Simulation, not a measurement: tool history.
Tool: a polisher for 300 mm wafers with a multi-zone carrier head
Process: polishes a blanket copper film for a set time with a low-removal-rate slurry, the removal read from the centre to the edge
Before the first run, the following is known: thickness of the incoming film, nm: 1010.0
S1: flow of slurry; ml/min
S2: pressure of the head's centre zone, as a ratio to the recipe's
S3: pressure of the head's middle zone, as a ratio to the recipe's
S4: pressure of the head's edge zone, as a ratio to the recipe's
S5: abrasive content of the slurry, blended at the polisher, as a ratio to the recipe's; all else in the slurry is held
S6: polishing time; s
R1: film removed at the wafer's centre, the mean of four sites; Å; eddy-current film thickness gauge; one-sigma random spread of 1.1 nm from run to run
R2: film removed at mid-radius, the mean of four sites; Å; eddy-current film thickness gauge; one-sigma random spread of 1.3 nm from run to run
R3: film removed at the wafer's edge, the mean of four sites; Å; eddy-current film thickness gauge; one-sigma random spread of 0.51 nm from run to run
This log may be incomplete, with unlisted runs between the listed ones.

run	hour	S1	S2	S3	S4	S5	S6	R1	R2	R3
1	0.0	130	1.00	1.00	1.00	1.00	35	687.15	696.95	702.91
2	1.2	130	1.00	0.94	1.00	1.00	35	714.40	662.40	705.66
3	2.7	140	1.00	0.99	1.01	1.10	35	719.12	703.96	726.57
4	11.3	145	1.00	1.03	1.01	1.15	36	742.93	782.70	769.75
5	20.3	115	1.00	1.03	1.01	1.15	36	707.87	733.15	735.86
6	28.8	115	1.00	1.03	1.01	1.15	28	562.14	576.14	572.55
7	31.8	130	1.01	1.07	1.02	1.25	29	613.95	628.45	615.45
8	38.7	140	1.00	1.10	1.02	1.30	31	668.72	726.25	673.62

Run 9 has not been measured yet. What should we expect?
9	46.3	150	0.99	1.12	1.04	1.35	32	?	?	?

{"run 9": {"R1": 704.3, "R2": 775.52, "R3": 714.09}}

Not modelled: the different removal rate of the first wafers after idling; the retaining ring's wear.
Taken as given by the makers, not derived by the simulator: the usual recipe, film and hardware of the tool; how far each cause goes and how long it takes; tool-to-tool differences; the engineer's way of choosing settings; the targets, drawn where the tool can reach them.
